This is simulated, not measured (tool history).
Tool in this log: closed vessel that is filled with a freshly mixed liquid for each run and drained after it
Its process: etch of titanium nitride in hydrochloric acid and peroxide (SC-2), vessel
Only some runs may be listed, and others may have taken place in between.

run	hour	temperature setpoint of the liquid (°C)	parts of water to one part each of 37 % hydrochloric acid and 30 % peroxide (parts by volume)	time in the liquid (s)	thickness taken off the titanium nitride on a monitor wafer (Å)
1	0	47	6	30	15.326
2	9.3	45.5	6	30	13.687
3	14.1	44.5	6	30	12.821
4	20	37.5	6	30	7.8639
5	25.7	37.5	8	30	6.2257
6	28	40.5	8	30	7.7304

Run 7 comes next. What will it give?
7	36.8	42	8	30	?

thickness taken off the titanium nitride on a monitor wafer (Å): 8.5342
